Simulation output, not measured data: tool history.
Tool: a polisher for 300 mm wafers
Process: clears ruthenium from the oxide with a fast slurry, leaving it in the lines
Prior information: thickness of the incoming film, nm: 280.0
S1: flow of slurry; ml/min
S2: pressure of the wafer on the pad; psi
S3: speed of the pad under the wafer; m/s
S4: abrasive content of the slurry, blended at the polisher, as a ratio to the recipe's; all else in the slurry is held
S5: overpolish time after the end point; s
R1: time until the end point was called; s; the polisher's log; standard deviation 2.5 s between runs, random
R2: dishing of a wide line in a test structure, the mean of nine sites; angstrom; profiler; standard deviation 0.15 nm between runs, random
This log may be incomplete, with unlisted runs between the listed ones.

Run 1, hour 0: S1 285 ml/min, S2 3.2 psi, S3 0.78 m/s, S4 1, S5 11 s. Result: R1 61.678 s, R2 369.46 angstrom.
Run 2, hour 5.6: S1 285 ml/min, S2 3.2 psi, S3 0.78 m/s, S4 1, S5 6 s. Result: R1 64.678 s, R2 212.12 angstrom.
Run 3, hour 10.9: S1 285 ml/min, S2 3.2 psi, S3 0.78 m/s, S4 0.9, S5 6 s. Result: R1 66.666 s, R2 202.05 angstrom.
Run 4, hour 17.8: S1 280 ml/min, S2 2.8 psi, S3 0.7 m/s, S4 0.85, S5 5 s. Result: R1 83.086 s, R2 141.51 angstrom.
Run 5, hour 19.9: S1 280 ml/min, S2 2.8 psi, S3 0.82 m/s, S4 0.85, S5 5 s. Result: R1 75.522 s, R2 160.38 angstrom.
Run 6, hour 23.8: S1 280 ml/min, S2 2.1 psi, S3 0.82 m/s, S4 0.85, S5 5 s. Result: R1 100.6 s, R2 122.04 angstrom.

Expected results for the next run?
Run 7, hour 29.3: S1 280 ml/min, S2 1.4 psi, S3 0.7 m/s, S4 0.85, S5 4 s. Result: R1 ?, R2 ?.

Run 7 produced R1 158.8 s, R2 61.237 angstrom.
